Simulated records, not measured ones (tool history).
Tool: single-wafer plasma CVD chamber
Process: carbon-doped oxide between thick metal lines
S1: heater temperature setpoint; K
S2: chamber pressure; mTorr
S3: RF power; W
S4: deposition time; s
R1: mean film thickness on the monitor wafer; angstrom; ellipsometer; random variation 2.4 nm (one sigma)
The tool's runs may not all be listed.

run	hour	S1	S2	S3	S4	R1
1	0.0	608.15	4890	400	223	9148.0
2	8.8	609.15	4820	395	223	9004.6
3	15.5	610.15	4760	390	223	8908.5
4	16.3	610.15	4710	385	223	8846.6
5	22.8	610.15	4710	385	230	9117.4
6	25.6	610.15	4660	380	230	8998.7

Run 7 comes next. What will it give?
7	34.5	610.15	4610	375	230	?

Run 7 gave R1 8829.5 angstrom.

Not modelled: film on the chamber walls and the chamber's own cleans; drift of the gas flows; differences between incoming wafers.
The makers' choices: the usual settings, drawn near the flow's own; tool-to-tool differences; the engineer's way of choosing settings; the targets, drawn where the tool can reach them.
